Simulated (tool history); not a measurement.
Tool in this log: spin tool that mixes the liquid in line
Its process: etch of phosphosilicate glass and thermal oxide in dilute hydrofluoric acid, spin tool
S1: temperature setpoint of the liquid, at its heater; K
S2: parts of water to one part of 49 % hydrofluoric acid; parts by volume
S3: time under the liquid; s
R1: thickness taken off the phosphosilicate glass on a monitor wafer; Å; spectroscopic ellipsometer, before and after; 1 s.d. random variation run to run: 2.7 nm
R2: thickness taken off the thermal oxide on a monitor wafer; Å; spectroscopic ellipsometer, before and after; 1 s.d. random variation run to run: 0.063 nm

run  hour      S1  S2  S3      R1      R2
  1   0.0  295.15  45  30  1358.6  31.024
  2   2.2  295.15  30  30  2051.6  47.395
  3  11.1  291.65  30  30  1784.7  40.610
  4  12.8  293.15  30  30  1870.4  44.031
  5  20.6  294.65  30  30  2015.3  45.986
  6  24.2  294.65  40  30  1479.8  34.635

For run 7, what comes out?
  7  29.0  294.65  40  30   ?   ?

Run 7 measured R1 1491.4 Å, R2 34.102 Å.
